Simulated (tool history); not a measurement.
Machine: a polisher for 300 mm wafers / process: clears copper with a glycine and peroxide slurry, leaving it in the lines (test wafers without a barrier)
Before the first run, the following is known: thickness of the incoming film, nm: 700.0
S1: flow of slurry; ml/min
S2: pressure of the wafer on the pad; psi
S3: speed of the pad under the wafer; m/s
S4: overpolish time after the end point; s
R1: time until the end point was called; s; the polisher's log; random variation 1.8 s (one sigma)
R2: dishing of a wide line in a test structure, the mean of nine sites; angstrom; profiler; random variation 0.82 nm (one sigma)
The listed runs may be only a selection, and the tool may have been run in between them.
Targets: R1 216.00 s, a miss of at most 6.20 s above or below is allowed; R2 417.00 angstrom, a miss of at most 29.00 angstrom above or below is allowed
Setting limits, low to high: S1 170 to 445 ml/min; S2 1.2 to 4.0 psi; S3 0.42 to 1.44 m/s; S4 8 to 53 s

run 1 day=0.000 | S1=285 S2=2.6 S3=0.92 S4=27 | R1=178.03 R2=488.86
run 2 day=0.371 | S1=285 S2=2.5 S3=0.92 S4=27 | R1=182.48 R2=493.71
run 3 day=0.429 | S1=285 S2=2.5 S3=0.92 S4=35 | R1=182.13 R2=557.12
run 4 day=0.521 | S1=285 S2=2.5 S3=0.92 S4=31 | R1=183.20 R2=525.13
run 5 day=0.883 | S1=245 S2=2.5 S3=0.92 S4=31 | R1=184.91 R2=508.08
run 6 day=0.988 | S1=245 S2=2.5 S3=1.04 S4=31 | R1=168.41 R2=540.10
run 7 day=1.258 | S1=245 S2=2.4 S3=1.04 S4=30 | R1=172.78 R2=497.94
run 8 day=1.338 | S1=245 S2=2.3 S3=1.04 S4=30 | R1=174.93 R2=492.09
run 9 day=1.396 | S1=245 S2=2.1 S3=1.04 S4=30 | R1=186.69 R2=489.79
run 10 day=1.450 | S1=245 S2=2.0 S3=1.04 S4=29 | R1=189.40 R2=483.60
run 11 day=1.817 | S1=240 S2=1.9 S3=1.04 S4=28 | R1=196.13 R2=454.37
run 12 day=2.129 | S1=240 S2=1.8 S3=1.04 S4=28 | R1=202.04 R2=445.04
run 13 day=2.279 | S1=235 S2=1.7 S3=1.04 S4=27 | R1=208.17 R2=434.34

Pick the move, out of 4, that brings all results within their allowed miss; only one does.
run A day=2.429 | S1=200 S2=1.9 S3=1.08 S4=24 | R1=? R2=?
run B day=2.429 | S1=220 S2=1.6 S3=1.04 S4=25 | R1=? R2=?
run C day=2.429 | S1=250 S2=1.8 S3=1.06 S4=26 | R1=? R2=?
run D day=2.429 | S1=270 S2=1.6 S3=1.08 S4=31 | R1=? R2=?

move=A R1=194.56 R2=419.09
move=B R1=215.10 R2=404.58
move=C R1=196.74 R2=436.95
move=D R1=203.65 R2=471.52
A: further off than the last run
B: every result within its allowed miss
C: further off than the last run
D: further off than the last run
B meets every target.
